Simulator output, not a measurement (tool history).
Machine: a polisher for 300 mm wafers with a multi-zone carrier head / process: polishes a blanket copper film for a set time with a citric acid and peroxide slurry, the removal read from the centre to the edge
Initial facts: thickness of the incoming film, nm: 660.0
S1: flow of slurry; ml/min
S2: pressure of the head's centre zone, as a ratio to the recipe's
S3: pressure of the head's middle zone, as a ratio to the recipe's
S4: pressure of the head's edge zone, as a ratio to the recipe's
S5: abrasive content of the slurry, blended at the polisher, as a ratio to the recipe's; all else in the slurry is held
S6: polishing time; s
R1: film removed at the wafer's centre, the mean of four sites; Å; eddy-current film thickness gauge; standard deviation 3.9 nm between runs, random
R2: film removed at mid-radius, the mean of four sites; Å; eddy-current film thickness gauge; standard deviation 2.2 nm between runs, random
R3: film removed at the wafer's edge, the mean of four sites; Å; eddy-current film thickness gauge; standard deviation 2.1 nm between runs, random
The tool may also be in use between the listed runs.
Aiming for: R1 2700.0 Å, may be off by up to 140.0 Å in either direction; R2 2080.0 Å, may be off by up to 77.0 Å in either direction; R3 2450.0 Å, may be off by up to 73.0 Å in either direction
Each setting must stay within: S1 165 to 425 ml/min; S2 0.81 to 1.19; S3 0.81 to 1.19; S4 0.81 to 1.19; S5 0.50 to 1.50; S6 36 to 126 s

| run | hour | S1 | S2 | S3 | S4 | S5 | S6 | R1 | R2 | R3 |
|---|---|---|---|---|---|---|---|---|---|---|
| 1 | 0.0 | 275 | 1.00 | 1.00 | 1.00 | 1.00 | 81 | 1701.2 | 1708.1 | 1725.2 |
| 2 | 6.3 | 275 | 1.00 | 1.00 | 1.00 | 1.15 | 81 | 1784.2 | 1758.1 | 1778.7 |
| 3 | 12.7 | 280 | 1.02 | 0.98 | 1.03 | 1.20 | 84 | 1933.4 | 1821.2 | 1897.2 |
| 4 | 14.6 | 285 | 1.04 | 0.97 | 1.05 | 1.25 | 86 | 2024.1 | 1864.7 | 1972.7 |
| 5 | 22.2 | 285 | 1.06 | 0.95 | 1.07 | 1.30 | 88 | 2107.8 | 1926.6 | 2075.1 |
| 6 | 25.9 | 290 | 1.09 | 0.93 | 1.08 | 1.35 | 89 | 2234.5 | 1908.0 | 2107.9 |
| 7 | 27.6 | 295 | 1.11 | 0.92 | 1.10 | 1.40 | 90 | 2307.7 | 1962.0 | 2147.3 |
| 8 | 32.1 | 295 | 1.12 | 0.90 | 1.11 | 1.40 | 92 | 2436.2 | 1998.0 | 2205.4 |
| 9 | 40.8 | 295 | 1.12 | 0.88 | 1.12 | 1.40 | 93 | 2414.6 | 1960.3 | 2223.7 |
| 10 | 43.7 | 295 | 1.13 | 0.87 | 1.13 | 1.40 | 94 | 2455.5 | 1951.3 | 2291.7 |

Of the 5 settings listed for the next run, only one would bring every result within its allowed miss of target. Which one?
| A | 46.6 | 245 | 0.93 | 0.89 | 1.19 | 1.20 | 105 | ? | ? | ? |
| B | 46.6 | 310 | 1.11 | 0.88 | 1.14 | 1.40 | 84 | ? | ? | ? |
| C | 46.6 | 305 | 1.02 | 0.81 | 1.15 | 1.35 | 98 | ? | ? | ? |
| D | 46.6 | 225 | 1.16 | 0.86 | 1.11 | 1.40 | 103 | ? | ? | ? |
| E | 46.6 | 295 | 1.02 | 1.13 | 1.06 | 1.50 | 86 | ? | ? | ? |

| move | R1 | R2 | R3 |
|---|---|---|---|
| A | 2140.9 | 2092.2 | 2464.2 |
| B | 2176.5 | 1760.3 | 2047.9 |
| C | 2307.5 | 1925.7 | 2375.6 |
| D | 2691.2 | 2057.5 | 2427.9 |
| E | 2072.6 | 2172.3 | 2065.0 |
A: puts the biggest miss on target and leaves a different result outside tolerance
B: lands further from the targets than the last run did
C: lands further from the targets than the last run did
D: every result lands within tolerance
E: lands further from the targets than the last run did
The move that meets every target is D.
